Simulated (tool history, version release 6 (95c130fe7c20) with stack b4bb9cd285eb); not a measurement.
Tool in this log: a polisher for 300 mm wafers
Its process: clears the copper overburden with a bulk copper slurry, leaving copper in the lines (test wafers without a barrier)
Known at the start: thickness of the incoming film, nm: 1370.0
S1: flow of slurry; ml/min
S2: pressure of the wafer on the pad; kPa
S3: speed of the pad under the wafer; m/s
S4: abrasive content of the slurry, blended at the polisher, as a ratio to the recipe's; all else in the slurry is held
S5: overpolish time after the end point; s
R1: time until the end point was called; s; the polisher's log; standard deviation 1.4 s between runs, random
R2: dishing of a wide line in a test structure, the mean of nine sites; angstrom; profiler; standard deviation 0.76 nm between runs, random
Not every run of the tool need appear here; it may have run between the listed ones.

{"run": 1, "hour": 0.0, "S1": 290, "S2": 20.0, "S3": 1.36, "S4": 1.0, "S5": 8, "R1": 116.67, "R2": 507.58}
{"run": 2, "hour": 0.6, "S1": 290, "S2": 20.0, "S3": 1.18, "S4": 1.0, "S5": 8, "R1": 136.33, "R2": 465.71}
{"run": 3, "hour": 6.8, "S1": 290, "S2": 21.4, "S3": 1.18, "S4": 1.0, "S5": 8, "R1": 130.88, "R2": 500.41}
{"run": 4, "hour": 12.8, "S1": 290, "S2": 22.8, "S3": 1.18, "S4": 1.0, "S5": 8, "R1": 120.89, "R2": 516.41}
{"run": 5, "hour": 17.3, "S1": 290, "S2": 23.4, "S3": 1.18, "S4": 1.0, "S5": 8, "R1": 115.93, "R2": 523.7}
{"run": 6, "hour": 18.1, "S1": 290, "S2": 24.1, "S3": 1.18, "S4": 1.0, "S5": 8, "R1": 111.86, "R2": 538.48}
{"run": 7, "hour": 27.0, "S1": 290, "S2": 24.8, "S3": 1.18, "S4": 1.0, "S5": 8, "R1": 108.71, "R2": 556.52}
{"run": 8, "hour": 32.4, "S1": 290, "S2": 25.5, "S3": 1.18, "S4": 1.0, "S5": 8, "R1": 107.35, "R2": 573.5}
{"run": 9, "hour": 37.2, "S1": 290, "S2": 26.2, "S3": 1.18, "S4": 1.0, "S5": 8, "R1": 102.63, "R2": 575.38}
{"run": 10, "hour": 45.7, "S1": 295, "S2": 26.9, "S3": 1.16, "S4": 1.0, "S5": 9, "R1": 106.37, "R2": 650.46}

Expected results for the next run?
{"run": 11, "hour": 53.3, "S1": 295, "S2": 26.9, "S3": 1.16, "S4": 1.0, "S5": 9, "R1": "?", "R2": "?"}

{"run 11": {"R1": 104.63, "R2": 629.3}}

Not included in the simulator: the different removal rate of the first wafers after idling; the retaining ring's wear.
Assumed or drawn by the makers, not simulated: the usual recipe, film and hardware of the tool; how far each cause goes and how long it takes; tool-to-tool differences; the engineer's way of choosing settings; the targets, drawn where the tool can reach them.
